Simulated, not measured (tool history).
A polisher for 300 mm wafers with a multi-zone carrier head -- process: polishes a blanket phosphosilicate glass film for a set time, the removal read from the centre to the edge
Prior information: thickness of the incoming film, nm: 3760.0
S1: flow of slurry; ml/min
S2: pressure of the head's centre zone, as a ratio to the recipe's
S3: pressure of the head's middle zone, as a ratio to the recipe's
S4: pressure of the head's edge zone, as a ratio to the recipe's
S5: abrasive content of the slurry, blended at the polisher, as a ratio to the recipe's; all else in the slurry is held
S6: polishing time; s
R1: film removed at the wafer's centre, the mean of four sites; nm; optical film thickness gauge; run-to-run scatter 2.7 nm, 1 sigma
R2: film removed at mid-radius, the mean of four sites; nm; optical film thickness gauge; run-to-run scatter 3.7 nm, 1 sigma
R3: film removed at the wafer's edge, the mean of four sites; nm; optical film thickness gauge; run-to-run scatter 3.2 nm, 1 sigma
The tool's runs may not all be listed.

run	hour	S1	S2	S3	S4	S5	S6	R1	R2	R3
1	0.0	275	1.00	1.00	1.00	1.00	37	259.43	251.16	256.78
2	4.1	275	1.00	1.00	1.00	1.00	42	291.47	282.43	292.36
3	9.8	285	1.02	1.01	1.05	1.05	42	309.65	292.98	305.60
4	18.3	290	1.02	1.01	1.09	1.10	42	312.95	306.37	322.40
5	22.8	300	1.03	1.01	1.11	1.10	42	318.10	299.95	323.74
6	30.9	305	1.04	1.02	1.13	1.10	42	320.51	312.49	326.24
# hour 35.5: worn pad replaced by a new one
7	35.5	310	1.05	1.01	1.15	1.10	42	363.12	346.45	368.06

What will run 8 give?
8	36.6	285	1.05	1.01	1.15	1.10	42	?	?	?

R1: 359.89 nm
R2: 336.91 nm
R3: 361.78 nm

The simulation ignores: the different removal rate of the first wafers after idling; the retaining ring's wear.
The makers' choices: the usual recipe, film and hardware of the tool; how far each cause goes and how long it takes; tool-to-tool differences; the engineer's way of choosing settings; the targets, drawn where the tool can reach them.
